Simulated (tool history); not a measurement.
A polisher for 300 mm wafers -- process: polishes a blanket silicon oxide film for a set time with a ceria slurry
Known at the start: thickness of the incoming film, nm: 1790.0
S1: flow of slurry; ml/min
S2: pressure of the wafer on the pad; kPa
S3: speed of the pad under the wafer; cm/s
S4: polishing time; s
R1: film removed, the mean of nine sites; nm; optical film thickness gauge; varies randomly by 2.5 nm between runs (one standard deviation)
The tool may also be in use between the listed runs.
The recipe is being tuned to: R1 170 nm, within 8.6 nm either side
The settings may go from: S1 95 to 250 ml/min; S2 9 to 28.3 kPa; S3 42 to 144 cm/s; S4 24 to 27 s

Run 1, hour 0: S1 160 ml/min, S2 18.6 kPa, S3 92 cm/s, S4 27 s. Result: R1 109.85 nm.
Run 2, hour 6.1: S1 160 ml/min, S2 18.6 kPa, S3 92 cm/s, S4 27 s. Result: R1 111.63 nm.
Run 3, hour 11.9: S1 160 ml/min, S2 18.6 kPa, S3 84 cm/s, S4 27 s. Result: R1 97.596 nm.
Run 4, hour 18: S1 160 ml/min, S2 20 kPa, S3 84 cm/s, S4 27 s. Result: R1 107.95 nm.
Run 5, hour 26: S1 160 ml/min, S2 20 kPa, S3 84 cm/s, S4 24 s. Result: R1 94.482 nm.
Run 6, hour 27.4: S1 160 ml/min, S2 20 kPa, S3 84 cm/s, S4 24 s. Result: R1 96.997 nm.
Run 7, hour 29.5: S1 160 ml/min, S2 21.4 kPa, S3 86 cm/s, S4 24 s. Result: R1 104.19 nm.
Run 8, hour 37.1: S1 165 ml/min, S2 26.2 kPa, S3 104 cm/s, S4 25 s. Result: R1 159.03 nm.

Exercise: of the 5 proposed moves below, exactly one satisfies all targets within the stated allowed misses. Which move is it?
Run A, hour 44.7: S1 135 ml/min, S2 22.8 kPa, S3 120 cm/s, S4 24 s. Result: R1 ?.
Run B, hour 44.7: S1 170 ml/min, S2 26.9 kPa, S3 100 cm/s, S4 24 s. Result: R1 ?.
Run C, hour 44.7: S1 200 ml/min, S2 28.3 kPa, S3 76 cm/s, S4 27 s. Result: R1 ?.
Run D, hour 44.7: S1 145 ml/min, S2 20.7 kPa, S3 114 cm/s, S4 27 s. Result: R1 ?.
Run E, hour 44.7: S1 165 ml/min, S2 27.6 kPa, S3 106 cm/s, S4 25 s. Result: R1 ?.

move      R1
   A  143.42
   B  148.17
   C  138.32
   D  142.07
   E  166.44
A: the biggest miss grows against the last run
B: the biggest miss grows against the last run
C: the biggest miss grows against the last run
D: the biggest miss grows against the last run
E: all results in spec
E meets every target.
